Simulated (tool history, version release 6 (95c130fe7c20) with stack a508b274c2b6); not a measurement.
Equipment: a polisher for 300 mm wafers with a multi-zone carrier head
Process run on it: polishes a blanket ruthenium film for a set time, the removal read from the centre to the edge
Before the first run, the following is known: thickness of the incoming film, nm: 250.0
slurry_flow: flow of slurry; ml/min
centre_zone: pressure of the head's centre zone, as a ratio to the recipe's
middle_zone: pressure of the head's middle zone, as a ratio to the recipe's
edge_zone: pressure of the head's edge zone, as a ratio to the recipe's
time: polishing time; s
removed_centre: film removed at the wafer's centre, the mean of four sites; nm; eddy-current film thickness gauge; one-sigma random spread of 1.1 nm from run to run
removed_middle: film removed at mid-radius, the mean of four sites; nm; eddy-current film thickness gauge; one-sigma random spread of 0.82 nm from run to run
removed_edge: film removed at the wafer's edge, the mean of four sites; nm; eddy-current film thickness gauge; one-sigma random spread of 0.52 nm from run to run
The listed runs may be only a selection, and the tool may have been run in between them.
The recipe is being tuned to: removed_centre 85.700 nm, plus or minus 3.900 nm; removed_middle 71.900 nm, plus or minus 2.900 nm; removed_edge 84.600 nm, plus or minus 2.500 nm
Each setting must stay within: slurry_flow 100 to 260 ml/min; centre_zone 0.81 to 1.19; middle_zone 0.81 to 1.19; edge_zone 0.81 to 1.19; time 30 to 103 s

run    day  slurry_flow  centre_zone  middle_zone  edge_zone  time  removed_centre  removed_middle  removed_edge
  1  0.000          165         1.00         1.00       1.00    66          92.835          94.775        97.188
  2  0.150          165         1.00         1.00       1.00    59          85.173          83.625        85.778
  3  0.417          145         1.00         1.00       1.00    59          81.922          82.464        84.240
  4  0.488          145         0.94         1.00       1.00    59          77.804          81.717        85.301
  5  0.579          145         0.97         0.96       1.00    59          79.194          80.429        85.278
  6  0.888          145         0.97         0.96       1.00    65          87.970          86.445        93.838
  7  1.029          135         0.98         0.93       0.98    64          86.514          83.024        90.341
  8  1.121          130         0.99         0.90       0.97    63          85.637          79.807        87.746

Below are 4 possible settings for the next run. Only one of them brings all results inside the allowed miss of their targets. Which is it?
  A  1.212          165         0.92         1.01       0.91    63               ?               ?             ?
  B  1.212          100         1.08         0.81       1.10    63               ?               ?             ?
  C  1.212          120         1.04         0.95       0.92    64               ?               ?             ?
  D  1.212          100         1.10         0.88       1.02    62               ?               ?             ?

move  removed_centre  removed_middle  removed_edge
   A          81.461          91.164        87.967
   B          85.323          71.211        90.051
   C          87.544          83.699        86.174
   D          85.569          73.933        85.295
A: its largest miss is bigger than the last run's
B: brings the last run's worst result on target, with another outside its allowed miss
C: its largest miss is bigger than the last run's
D: every result lands within tolerance
Correct choice: D, which meets every target
